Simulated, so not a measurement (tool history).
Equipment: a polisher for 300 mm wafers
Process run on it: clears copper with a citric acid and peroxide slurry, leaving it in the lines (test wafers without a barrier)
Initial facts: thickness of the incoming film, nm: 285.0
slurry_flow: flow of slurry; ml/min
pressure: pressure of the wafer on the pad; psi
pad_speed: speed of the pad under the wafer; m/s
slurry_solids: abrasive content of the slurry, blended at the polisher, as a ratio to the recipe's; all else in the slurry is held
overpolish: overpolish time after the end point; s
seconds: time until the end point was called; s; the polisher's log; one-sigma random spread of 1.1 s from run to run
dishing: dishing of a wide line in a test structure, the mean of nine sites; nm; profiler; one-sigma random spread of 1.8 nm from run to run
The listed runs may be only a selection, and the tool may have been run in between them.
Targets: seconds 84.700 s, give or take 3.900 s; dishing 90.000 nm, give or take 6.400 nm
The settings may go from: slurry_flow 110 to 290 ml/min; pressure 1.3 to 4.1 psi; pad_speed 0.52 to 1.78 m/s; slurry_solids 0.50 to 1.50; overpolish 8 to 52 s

run 1 hour=0.0 | slurry_flow=185 pressure=2.7 pad_speed=1.14 slurry_solids=1.00 overpolish=26 | seconds=103.910 dishing=52.611
run 2 hour=0.6 | slurry_flow=185 pressure=2.8 pad_speed=1.14 slurry_solids=1.00 overpolish=27 | seconds=102.080 dishing=55.142
run 3 hour=2.8 | slurry_flow=185 pressure=2.5 pad_speed=1.14 slurry_solids=1.00 overpolish=27 | seconds=110.740 dishing=50.997
run 4 hour=9.3 | slurry_flow=185 pressure=2.6 pad_speed=1.14 slurry_solids=1.00 overpolish=28 | seconds=104.440 dishing=53.925
run 5 hour=16.5 | slurry_flow=185 pressure=2.6 pad_speed=1.14 slurry_solids=1.00 overpolish=35 | seconds=108.730 dishing=66.166
run 6 hour=23.0 | slurry_flow=185 pressure=2.7 pad_speed=1.14 slurry_solids=1.00 overpolish=35 | seconds=104.870 dishing=68.230
run 7 hour=24.7 | slurry_flow=185 pressure=2.8 pad_speed=1.14 slurry_solids=1.00 overpolish=35 | seconds=102.440 dishing=66.888
run 8 hour=27.4 | slurry_flow=185 pressure=2.9 pad_speed=1.14 slurry_solids=1.00 overpolish=36 | seconds=98.570 dishing=73.362
-- hour=34.5 head pressure recalibrated
run 9 hour=34.5 | slurry_flow=185 pressure=3.0 pad_speed=1.14 slurry_solids=1.00 overpolish=36 | seconds=98.244 dishing=70.587
run 10 hour=38.7 | slurry_flow=185 pressure=3.1 pad_speed=1.14 slurry_solids=1.00 overpolish=37 | seconds=94.222 dishing=70.847
run 11 hour=47.7 | slurry_flow=185 pressure=3.1 pad_speed=1.16 slurry_solids=1.00 overpolish=38 | seconds=97.525 dishing=76.453

Which of these 5 next moves meets every target?
run A hour=56.7 | slurry_flow=195 pressure=3.3 pad_speed=1.32 slurry_solids=0.95 overpolish=40 | seconds=? dishing=?
run B hour=56.7 | slurry_flow=195 pressure=2.2 pad_speed=1.48 slurry_solids=1.00 overpolish=48 | seconds=? dishing=?
run C hour=56.7 | slurry_flow=170 pressure=3.3 pad_speed=1.02 slurry_solids=0.95 overpolish=48 | seconds=? dishing=?
run D hour=56.7 | slurry_flow=195 pressure=2.9 pad_speed=1.66 slurry_solids=0.95 overpolish=28 | seconds=? dishing=?
run E hour=56.7 | slurry_flow=225 pressure=3.4 pad_speed=1.28 slurry_solids=1.30 overpolish=34 | seconds=? dishing=?

move=A seconds=82.851 dishing=84.246
move=B seconds=101.250 dishing=79.607
move=C seconds=103.230 dishing=82.093
move=D seconds=76.159 dishing=68.078
move=E seconds=74.413 dishing=81.228
A: in spec on every target
B: lands further from the targets than the last run did
C: lands further from the targets than the last run did
D: pushes the last run's worst result past its target
E: pushes the last run's worst result past its target
Answer: A
